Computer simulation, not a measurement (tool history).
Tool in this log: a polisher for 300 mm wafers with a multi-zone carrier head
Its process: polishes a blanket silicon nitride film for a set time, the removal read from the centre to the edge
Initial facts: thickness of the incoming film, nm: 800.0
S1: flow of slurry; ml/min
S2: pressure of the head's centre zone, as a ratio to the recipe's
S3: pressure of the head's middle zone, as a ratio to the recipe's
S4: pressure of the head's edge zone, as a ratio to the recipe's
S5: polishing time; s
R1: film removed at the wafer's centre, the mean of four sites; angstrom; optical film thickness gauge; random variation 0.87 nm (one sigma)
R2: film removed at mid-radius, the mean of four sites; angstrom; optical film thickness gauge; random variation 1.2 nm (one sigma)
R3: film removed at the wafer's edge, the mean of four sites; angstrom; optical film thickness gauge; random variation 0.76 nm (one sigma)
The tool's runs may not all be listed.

{"run": 1, "day": 0.0, "S1": 240, "S2": 1.0, "S3": 1.0, "S4": 1.0, "S5": 69, "R1": 1600.5, "R2": 1632.1, "R3": 1610.4}
{"run": 2, "day": 0.138, "S1": 240, "S2": 1.0, "S3": 1.0, "S4": 1.08, "S5": 69, "R1": 1583.9, "R2": 1611.0, "R3": 1638.3}
{"run": 3, "day": 0.221, "S1": 240, "S2": 1.0, "S3": 1.0, "S4": 1.08, "S5": 58, "R1": 1345.9, "R2": 1357.1, "R3": 1372.1}
{"run": 4, "day": 0.354, "S1": 235, "S2": 0.97, "S3": 1.03, "S4": 1.05, "S5": 53, "R1": 1187.3, "R2": 1280.9, "R3": 1238.3}
{"run": 5, "day": 0.392, "S1": 230, "S2": 0.95, "S3": 1.04, "S4": 1.02, "S5": 51, "R1": 1125.8, "R2": 1244.9, "R3": 1175.7}
{"run": 6, "day": 0.646, "S1": 230, "S2": 1.03, "S3": 1.04, "S4": 1.02, "S5": 51, "R1": 1220.7, "R2": 1207.8, "R3": 1179.1}
{"run": 7, "day": 0.783, "S1": 215, "S2": 0.99, "S3": 1.05, "S4": 1.0, "S5": 49, "R1": 1105.6, "R2": 1173.9, "R3": 1110.2}
{"run": 8, "day": 0.821, "S1": 200, "S2": 0.97, "S3": 1.06, "S4": 0.99, "S5": 49, "R1": 1077.5, "R2": 1169.6, "R3": 1099.0}
{"run": 9, "day": 1.029, "S1": 190, "S2": 0.95, "S3": 1.07, "S4": 0.97, "S5": 49, "R1": 1039.3, "R2": 1174.2, "R3": 1086.4}

Run 10, settings as shown, results not yet in. Your forecast:
{"run": 10, "day": 1.358, "S1": 185, "S2": 0.94, "S3": 1.08, "S4": 0.95, "S5": 49, "R1": "?", "R2": "?", "R3": "?"}

R1: 1027.5 angstrom
R2: 1183.5 angstrom
R3: 1082.3 angstrom
